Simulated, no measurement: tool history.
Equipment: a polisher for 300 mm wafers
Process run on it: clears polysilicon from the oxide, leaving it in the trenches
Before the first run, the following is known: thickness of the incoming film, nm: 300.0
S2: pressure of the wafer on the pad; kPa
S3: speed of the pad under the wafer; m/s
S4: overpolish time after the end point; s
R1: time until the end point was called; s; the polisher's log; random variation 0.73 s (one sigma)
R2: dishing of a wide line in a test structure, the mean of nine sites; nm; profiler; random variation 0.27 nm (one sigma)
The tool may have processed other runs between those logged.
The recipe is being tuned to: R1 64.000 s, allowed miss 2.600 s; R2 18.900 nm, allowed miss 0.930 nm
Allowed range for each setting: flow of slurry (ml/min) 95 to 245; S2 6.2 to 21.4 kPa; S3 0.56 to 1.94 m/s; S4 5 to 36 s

{"run": 1, "hour": 0.0, "flow of slurry (ml/min)": 155, "S2": 13.8, "S3": 1.24, "S4": 18, "R1": 22.736, "R2": 68.06}
{"run": 2, "hour": 7.7, "flow of slurry (ml/min)": 150, "S2": 12.4, "S3": 1.12, "S4": 16, "R1": 27.988, "R2": 63.821}
{"run": 3, "hour": 14.3, "flow of slurry (ml/min)": 140, "S2": 11.0, "S3": 1.02, "S4": 14, "R1": 33.436, "R2": 57.547}
{"run": 4, "hour": 16.5, "flow of slurry (ml/min)": 130, "S2": 10.3, "S3": 0.94, "S4": 12, "R1": 39.342, "R2": 49.394}
{"run": 5, "hour": 19.0, "flow of slurry (ml/min)": 125, "S2": 9.7, "S3": 0.86, "S4": 11, "R1": 46.336, "R2": 44.475}
{"run": 6, "hour": 24.1, "flow of slurry (ml/min)": 140, "S2": 9.7, "S3": 0.86, "S4": 11, "R1": 44.52, "R2": 44.204}
{"run": 7, "hour": 25.9, "flow of slurry (ml/min)": 160, "S2": 9.0, "S3": 0.8, "S4": 10, "R1": 49.209, "R2": 39.166}
{"run": 8, "hour": 31.6, "flow of slurry (ml/min)": 175, "S2": 8.3, "S3": 0.76, "S4": 9, "R1": 54.654, "R2": 33.448}
{"run": 9, "hour": 32.3, "flow of slurry (ml/min)": 190, "S2": 7.6, "S3": 0.74, "S4": 8, "R1": 58.061, "R2": 30.234}
{"run": 10, "hour": 35.3, "flow of slurry (ml/min)": 235, "S2": 6.2, "S3": 0.64, "S4": 5, "R1": 76.372, "R2": 16.096}
{"run": 11, "hour": 44.0, "flow of slurry (ml/min)": 225, "S2": 8.3, "S3": 0.66, "S4": 5, "R1": 60.381, "R2": 20.476}
{"run": 12, "hour": 52.9, "flow of slurry (ml/min)": 230, "S2": 8.3, "S3": 0.66, "S4": 6, "R1": 60.493, "R2": 22.903}
{"run": 13, "hour": 60.7, "flow of slurry (ml/min)": 235, "S2": 8.3, "S3": 0.68, "S4": 6, "R1": 57.291, "R2": 24.001}
{"run": 14, "hour": 65.5, "flow of slurry (ml/min)": 235, "S2": 7.6, "S3": 0.7, "S4": 6, "R1": 61.676, "R2": 23.466}
{"run": 15, "hour": 72.8, "flow of slurry (ml/min)": 235, "S2": 7.6, "S3": 0.68, "S4": 6, "R1": 60.085, "R2": 23.136}
{"run": 16, "hour": 76.8, "flow of slurry (ml/min)": 245, "S2": 7.6, "S3": 0.56, "S4": 5, "R1": 73.329, "R2": 16.981}

Below are 4 possible settings for the next run. Only one of them brings all results inside the allowed miss of their targets. Which is it?
{"run": "A", "hour": 80.8, "flow of slurry (ml/min)": 245, "S2": 7.6, "S3": 0.6, "S4": 6, "R1": "?", "R2": "?"}
{"run": "B", "hour": 80.8, "flow of slurry (ml/min)": 245, "S2": 8.3, "S3": 0.66, "S4": 5, "R1": "?", "R2": "?"}
{"run": "C", "hour": 80.8, "flow of slurry (ml/min)": 240, "S2": 7.6, "S3": 0.66, "S4": 5, "R1": "?", "R2": "?"}
{"run": "D", "hour": 80.8, "flow of slurry (ml/min)": 245, "S2": 9.7, "S3": 0.58, "S4": 5, "R1": "?", "R2": "?"}

move=A R1=67.540 R2=20.406
move=B R1=57.774 R2=19.963
move=C R1=61.879 R2=18.835
move=D R1=57.825 R2=19.948
A: nearer the targets than the last run, but a result is still out of spec
B: the result that was furthest off in the last run now lies on the other side of its target
C: each result inside its tolerance
D: the result that was furthest off in the last run now lies on the other side of its target
The right move is C.
